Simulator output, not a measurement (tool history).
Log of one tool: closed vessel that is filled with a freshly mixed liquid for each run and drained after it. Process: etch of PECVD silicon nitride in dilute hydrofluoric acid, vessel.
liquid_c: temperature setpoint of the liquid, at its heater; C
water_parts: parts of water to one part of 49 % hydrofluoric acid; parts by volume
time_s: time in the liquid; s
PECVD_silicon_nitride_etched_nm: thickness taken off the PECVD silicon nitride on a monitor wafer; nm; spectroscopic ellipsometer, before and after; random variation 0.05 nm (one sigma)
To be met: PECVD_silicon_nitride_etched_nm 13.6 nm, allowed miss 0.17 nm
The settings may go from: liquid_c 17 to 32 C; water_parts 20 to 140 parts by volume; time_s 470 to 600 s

run	hour	liquid_c	water_parts	time_s	PECVD_silicon_nitride_etched_nm
1	0	24	75	600	15.058
2	8.7	25.5	75	600	16.598
3	13.3	25	75	600	16.016
4	15.2	23	75	600	14.03
5	17.5	25.5	75	600	16.578
6	18.5	25	75	600	16.004
7	23.4	24.5	75	600	15.506
8	30.2	24	75	600	15.008
9	33.6	22	75	600	13.086

5 next moves are on the table. One of them brings every result within its allowed miss. Which?
A	37	21.5	75	600	?
B	37	22.5	80	595	?
C	37	22.5	75	565	?
D	37	22	65	495	?
E	37	23	70	545	?

move	PECVD_silicon_nitride_etched_nm
A	12.69
B	12.639
C	12.786
D	12.46
E	13.65
A: further off than the last run
B: further off than the last run
C: further off than the last run
D: further off than the last run
E: meets every target
Move E is the one to make.
